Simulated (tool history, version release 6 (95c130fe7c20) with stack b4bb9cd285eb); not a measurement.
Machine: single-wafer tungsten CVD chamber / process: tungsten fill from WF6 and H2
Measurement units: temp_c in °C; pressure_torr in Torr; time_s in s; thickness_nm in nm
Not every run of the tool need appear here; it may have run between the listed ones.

| run | day | temp_c | pressure_torr | time_s | thickness_nm |
|---|---|---|---|---|---|
| 1 | 0.000 | 390 | 51.0 | 22.1 | 67.592 |
| 2 | 0.333 | 389 | 50.9 | 22.1 | 65.606 |
| 3 | 0.683 | 388 | 50.8 | 22.1 | 63.886 |
| 4 | 1.046 | 388 | 50.8 | 21.0 | 61.295 |
| 5 | 1.133 | 388 | 50.8 | 22.1 | 64.266 |
| 6 | 1.342 | 388 | 50.8 | 22.1 | 63.761 |

Run 7, settings as shown, results not yet in. Your forecast:
| 7 | 1.700 | 387 | 50.8 | 22.1 | ? |

{"run 7": {"thickness_nm": 62.799}}
